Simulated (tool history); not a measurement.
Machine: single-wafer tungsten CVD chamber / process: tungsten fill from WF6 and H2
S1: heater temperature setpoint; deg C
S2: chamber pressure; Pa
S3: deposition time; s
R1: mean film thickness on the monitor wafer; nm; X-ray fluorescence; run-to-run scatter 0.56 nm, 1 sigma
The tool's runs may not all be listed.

{"run": 1, "hour": 0.0, "S1": 385, "S2": 5480, "S3": 39.0, "R1": 102.05}
{"run": 2, "hour": 1.7, "S1": 387, "S2": 5480, "S3": 39.0, "R1": 106.28}
{"run": 3, "hour": 10.3, "S1": 381, "S2": 5480, "S3": 39.0, "R1": 93.734}
{"run": 4, "hour": 12.2, "S1": 384, "S2": 5480, "S3": 39.0, "R1": 99.983}
{"run": 5, "hour": 15.9, "S1": 384, "S2": 5813, "S3": 39.0, "R1": 101.69}
{"run": 6, "hour": 22.9, "S1": 384, "S2": 6546, "S3": 39.0, "R1": 107.92}
{"run": 7, "hour": 29.2, "S1": 386, "S2": 6546, "S3": 39.0, "R1": 111.07}
{"run": 8, "hour": 37.2, "S1": 388, "S2": 6546, "S3": 39.0, "R1": 116.85}
{"run": 9, "hour": 45.5, "S1": 389, "S2": 6546, "S3": 39.0, "R1": 119.15}
{"run": 10, "hour": 50.9, "S1": 390, "S2": 6546, "S3": 39.0, "R1": 122.33}
{"run": 11, "hour": 53.3, "S1": 391, "S2": 6546, "S3": 39.0, "R1": 125.25}
{"run": 12, "hour": 54.5, "S1": 392, "S2": 6546, "S3": 39.0, "R1": 127.59}
{"run": 13, "hour": 62.4, "S1": 393, "S2": 6546, "S3": 39.0, "R1": 129.24}

Run 14 is up next; what results do you expect?
{"run": 14, "hour": 71.4, "S1": 394, "S2": 6546, "S3": 39.0, "R1": "?"}

R1: 133.450 nm
